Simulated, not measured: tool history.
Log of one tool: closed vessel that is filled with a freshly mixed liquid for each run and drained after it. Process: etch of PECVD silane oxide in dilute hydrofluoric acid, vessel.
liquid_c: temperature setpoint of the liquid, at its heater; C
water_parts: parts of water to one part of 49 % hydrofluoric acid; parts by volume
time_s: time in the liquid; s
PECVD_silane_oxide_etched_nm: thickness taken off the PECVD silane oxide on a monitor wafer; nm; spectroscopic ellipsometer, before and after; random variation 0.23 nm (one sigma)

run	hour	liquid_c	water_parts	time_s	PECVD_silane_oxide_etched_nm
1	0.0	24.0	290	145	12.328
2	3.2	24.0	290	145	12.274
3	10.0	24.0	290	155	13.195
4	11.2	27.5	290	155	14.661
5	14.7	28.0	270	155	16.589
6	17.2	28.0	335	155	12.501
7	25.7	28.5	310	155	13.984
8	30.3	29.0	285	155	15.884

Run 9 comes next. What will it give?
9	33.3	29.5	265	155	?

{"run 9": {"PECVD_silane_oxide_etched_nm": 17.818}}

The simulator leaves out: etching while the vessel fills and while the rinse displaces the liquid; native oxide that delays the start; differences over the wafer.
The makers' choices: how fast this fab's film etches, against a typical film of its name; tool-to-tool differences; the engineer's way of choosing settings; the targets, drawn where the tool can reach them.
